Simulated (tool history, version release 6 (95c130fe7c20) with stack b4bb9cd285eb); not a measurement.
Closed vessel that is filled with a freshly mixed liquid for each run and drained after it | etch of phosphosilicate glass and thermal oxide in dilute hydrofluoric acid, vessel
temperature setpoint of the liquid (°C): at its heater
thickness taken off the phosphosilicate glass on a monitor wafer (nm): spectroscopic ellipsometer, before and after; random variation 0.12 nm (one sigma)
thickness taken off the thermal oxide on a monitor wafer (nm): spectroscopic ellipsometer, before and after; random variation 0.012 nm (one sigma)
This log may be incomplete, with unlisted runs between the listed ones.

| run | hour | temperature setpoint of the liquid (°C) | parts of water to one part of 49 % hydrofluoric acid (parts by volume) | time in the liquid (s) | thickness taken off the phosphosilicate glass on a monitor wafer (nm) | thickness taken off the thermal oxide on a monitor wafer (nm) |
|---|---|---|---|---|---|---|
| 1 | 0 | 23 | 230 | 60 | 36.201 | 0.99906 |
| 2 | 1.4 | 22 | 240 | 60 | 32.854 | 0.88049 |
| 3 | 10.3 | 21.5 | 250 | 60 | 30.641 | 0.86036 |
| 4 | 11.8 | 21.5 | 295 | 60 | 25.254 | 0.70407 |
| 5 | 18.4 | 21 | 295 | 60 | 24.464 | 0.67768 |
| 6 | 21.8 | 21 | 370 | 60 | 18.195 | 0.49009 |

Predict the results of run 7:
| 7 | 28.4 | 21.5 | 370 | 60 | ? | ? |

thickness taken off the phosphosilicate glass on a monitor wafer (nm): 18.529
thickness taken off the thermal oxide on a monitor wafer (nm): 0.51078
